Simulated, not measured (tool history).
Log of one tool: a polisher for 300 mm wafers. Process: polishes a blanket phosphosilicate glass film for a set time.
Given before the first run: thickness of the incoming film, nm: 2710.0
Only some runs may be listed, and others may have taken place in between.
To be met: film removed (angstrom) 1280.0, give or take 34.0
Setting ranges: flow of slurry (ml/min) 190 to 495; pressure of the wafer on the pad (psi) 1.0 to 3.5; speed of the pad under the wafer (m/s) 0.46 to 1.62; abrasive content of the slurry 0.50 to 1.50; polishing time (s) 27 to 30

run	hour	flow of slurry (ml/min)	pressure of the wafer on the pad (psi)	speed of the pad under the wafer (m/s)	abrasive content of the slurry	polishing time (s)	film removed (angstrom)
1	0.0	320	2.2	1.04	1.00	30	1853.2
2	0.6	320	2.2	1.04	1.00	27	1660.9
3	4.2	320	2.1	1.04	1.00	27	1592.5
4	8.8	320	2.1	1.24	1.00	27	1822.5
5	11.5	320	1.9	1.24	1.00	27	1694.0
6	12.0	320	1.9	1.46	1.00	27	1962.3
7	15.0	320	1.7	1.46	1.00	27	1756.0
8	17.5	320	1.6	1.46	1.00	27	1698.4
9	22.8	320	1.5	1.46	1.00	27	1622.5
10	27.0	320	1.4	1.46	1.00	27	1512.8
11	28.1	320	1.3	1.46	1.00	27	1427.4
12	28.8	320	1.2	1.46	1.00	27	1360.5

5 next moves are on the table. One of them brings every result within its allowed miss. Which?
A	29.5	310	1.1	1.54	1.10	28	?
B	29.5	270	1.6	1.44	0.75	29	?
C	29.5	300	1.0	1.48	0.90	30	?
D	29.5	360	1.3	1.30	1.10	29	?
E	29.5	370	1.1	1.54	1.10	27	?

move	film removed (angstrom)
A	1450.0
B	1534.1
C	1275.0
D	1494.0
E	1412.8
A: further off than the last run
B: further off than the last run
C: each result inside its tolerance
D: further off than the last run
E: further off than the last run
C is the move that brings every result within its allowed miss.
